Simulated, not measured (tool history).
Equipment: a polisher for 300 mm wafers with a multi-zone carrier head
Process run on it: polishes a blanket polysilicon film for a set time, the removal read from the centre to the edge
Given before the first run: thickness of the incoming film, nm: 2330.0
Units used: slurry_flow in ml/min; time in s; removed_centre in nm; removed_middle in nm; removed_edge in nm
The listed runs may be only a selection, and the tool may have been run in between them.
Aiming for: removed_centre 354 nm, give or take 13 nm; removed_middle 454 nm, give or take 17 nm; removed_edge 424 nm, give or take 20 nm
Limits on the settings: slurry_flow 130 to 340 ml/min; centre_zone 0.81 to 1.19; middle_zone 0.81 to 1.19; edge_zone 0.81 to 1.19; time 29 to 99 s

{"run": 1, "hour": 0.0, "slurry_flow": 220, "centre_zone": 1, "middle_zone": 1, "edge_zone": 1, "time": 64, "removed_centre": 584.29, "removed_middle": 598.46, "removed_edge": 582.17}
{"run": 2, "hour": 6.6, "slurry_flow": 210, "centre_zone": 0.94, "middle_zone": 1.01, "edge_zone": 0.98, "time": 59, "removed_centre": 506.45, "removed_middle": 546.56, "removed_edge": 532.3}
{"run": 3, "hour": 10.4, "slurry_flow": 210, "centre_zone": 0.94, "middle_zone": 1.01, "edge_zone": 0.98, "time": 69, "removed_centre": 587.28, "removed_middle": 633.85, "removed_edge": 636.79}
{"run": 4, "hour": 13.0, "slurry_flow": 205, "centre_zone": 0.9, "middle_zone": 1.03, "edge_zone": 0.97, "time": 62, "removed_centre": 508.31, "removed_middle": 572.91, "removed_edge": 560.79}
{"run": 5, "hour": 21.1, "slurry_flow": 205, "centre_zone": 0.9, "middle_zone": 1.03, "edge_zone": 0.91, "time": 62, "removed_centre": 507.45, "removed_middle": 574.62, "removed_edge": 524.53}
{"run": 6, "hour": 30.1, "slurry_flow": 205, "centre_zone": 0.9, "middle_zone": 1.1, "edge_zone": 0.91, "time": 62, "removed_centre": 506.17, "removed_middle": 606.32, "removed_edge": 533.61}
{"run": 7, "hour": 33.0, "slurry_flow": 190, "centre_zone": 0.87, "middle_zone": 1.1, "edge_zone": 0.92, "time": 57, "removed_centre": 451.12, "removed_middle": 546.82, "removed_edge": 495.82}
{"run": 8, "hour": 38.5, "slurry_flow": 165, "centre_zone": 0.81, "middle_zone": 1.12, "edge_zone": 0.95, "time": 44, "removed_centre": 319.08, "removed_middle": 417.09, "removed_edge": 377.61}
{"run": 9, "hour": 41.1, "slurry_flow": 185, "centre_zone": 0.82, "middle_zone": 1.12, "edge_zone": 0.97, "time": 44, "removed_centre": 325.5, "removed_middle": 427.55, "removed_edge": 381.7}
{"run": 10, "hour": 50.1, "slurry_flow": 190, "centre_zone": 0.83, "middle_zone": 1.12, "edge_zone": 1, "time": 45, "removed_centre": 338.96, "removed_middle": 441.35, "removed_edge": 398.51}
{"run": 11, "hour": 52.6, "slurry_flow": 195, "centre_zone": 0.83, "middle_zone": 1.12, "edge_zone": 1.02, "time": 45, "removed_centre": 333.36, "removed_middle": 435.47, "removed_edge": 415.98}

Which single option among these 4 for the next run brings every result within its allowed miss of target? Just one does.
{"run": "A", "hour": 55.1, "slurry_flow": 250, "centre_zone": 0.81, "middle_zone": 1.1, "edge_zone": 1.16, "time": 42, "removed_centre": "?", "removed_middle": "?", "removed_edge": "?"}
{"run": "B", "hour": 55.1, "slurry_flow": 200, "centre_zone": 0.83, "middle_zone": 1.1, "edge_zone": 1.01, "time": 47, "removed_centre": "?", "removed_middle": "?", "removed_edge": "?"}
{"run": "C", "hour": 55.1, "slurry_flow": 135, "centre_zone": 1, "middle_zone": 1.06, "edge_zone": 0.93, "time": 46, "removed_centre": "?", "removed_middle": "?", "removed_edge": "?"}
{"run": "D", "hour": 55.1, "slurry_flow": 225, "centre_zone": 0.82, "middle_zone": 0.91, "edge_zone": 1.19, "time": 47, "removed_centre": "?", "removed_middle": "?", "removed_edge": "?"}

move=A removed_centre=316.27 removed_middle=425.86 removed_edge=417.05
move=B removed_centre=350.52 removed_middle=462.42 removed_edge=425.61
move=C removed_centre=379.09 removed_middle=410.33 removed_edge=379.58
move=D removed_centre=352.61 removed_middle=420.37 removed_edge=469.05
A: misses by more than the last run did
B: all results in spec
C: moves the result that the last run missed by most past its target, out the other side
D: brings the result that was furthest off to its target, and leaves another outside
Answer: B
